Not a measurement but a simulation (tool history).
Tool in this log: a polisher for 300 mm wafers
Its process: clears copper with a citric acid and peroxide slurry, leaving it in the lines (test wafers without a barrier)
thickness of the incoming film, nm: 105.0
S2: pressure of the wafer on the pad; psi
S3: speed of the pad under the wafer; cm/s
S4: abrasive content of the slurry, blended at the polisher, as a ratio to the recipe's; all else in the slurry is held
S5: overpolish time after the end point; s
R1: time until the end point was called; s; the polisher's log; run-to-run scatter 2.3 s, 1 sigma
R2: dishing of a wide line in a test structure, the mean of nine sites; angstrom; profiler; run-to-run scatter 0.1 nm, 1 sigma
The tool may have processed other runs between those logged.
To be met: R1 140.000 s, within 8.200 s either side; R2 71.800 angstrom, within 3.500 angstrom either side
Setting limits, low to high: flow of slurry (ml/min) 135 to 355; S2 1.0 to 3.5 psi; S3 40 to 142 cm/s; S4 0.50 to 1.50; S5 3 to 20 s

run 1 hour=0.0 | flow_of_slurry_(ml/min)=225 S2=2.2 S3=90 S4=1.00 S5=10 | R1=65.504 R2=123.050
run 2 hour=2.9 | flow_of_slurry_(ml/min)=225 S2=2.7 S3=90 S4=1.00 S5=10 | R1=55.889 R2=145.860
run 3 hour=8.3 | flow_of_slurry_(ml/min)=225 S2=2.7 S3=90 S4=1.00 S5=13 | R1=54.744 R2=188.660
run 4 hour=8.9 | flow_of_slurry_(ml/min)=225 S2=2.7 S3=78 S4=1.00 S5=13 | R1=65.643 R2=169.010
run 5 hour=16.7 | flow_of_slurry_(ml/min)=225 S2=2.2 S3=74 S4=1.00 S5=12 | R1=82.113 R2=121.490
run 6 hour=23.0 | flow_of_slurry_(ml/min)=225 S2=2.2 S3=74 S4=0.90 S5=12 | R1=82.881 R2=120.330
run 7 hour=31.4 | flow_of_slurry_(ml/min)=225 S2=1.8 S3=72 S4=0.90 S5=12 | R1=104.370 R2=96.042
run 8 hour=34.1 | flow_of_slurry_(ml/min)=225 S2=1.6 S3=72 S4=0.90 S5=12 | R1=117.280 R2=86.334
run 9 hour=37.6 | flow_of_slurry_(ml/min)=225 S2=1.5 S3=72 S4=0.90 S5=12 | R1=122.890 R2=81.633
run 10 hour=45.1 | flow_of_slurry_(ml/min)=225 S2=1.4 S3=72 S4=0.90 S5=12 | R1=130.700 R2=76.647

4 candidate next runs follow, results not yet known. Just one meets every target within its allowed miss. Identify it.
run A hour=52.6 | flow_of_slurry_(ml/min)=230 S2=1.3 S3=74 S4=0.85 S5=13 | R1=? R2=?
run B hour=52.6 | flow_of_slurry_(ml/min)=245 S2=1.1 S3=82 S4=1.10 S5=12 | R1=? R2=?
run C hour=52.6 | flow_of_slurry_(ml/min)=195 S2=1.4 S3=86 S4=0.85 S5=10 | R1=? R2=?
run D hour=52.6 | flow_of_slurry_(ml/min)=260 S2=1.5 S3=82 S4=0.85 S5=9 | R1=? R2=?

move=A R1=136.940 R2=76.101
move=B R1=137.100 R2=70.157
move=C R1=112.690 R2=71.430
move=D R1=107.660 R2=67.541
A: an improvement on the last run, though not all results are within tolerance
B: all results land within tolerance of their targets
C: brings the last run's worst result on target, with another outside its allowed miss
D: moves the result that the last run missed by most past its target, out the other side
Correct choice: B, which meets every target

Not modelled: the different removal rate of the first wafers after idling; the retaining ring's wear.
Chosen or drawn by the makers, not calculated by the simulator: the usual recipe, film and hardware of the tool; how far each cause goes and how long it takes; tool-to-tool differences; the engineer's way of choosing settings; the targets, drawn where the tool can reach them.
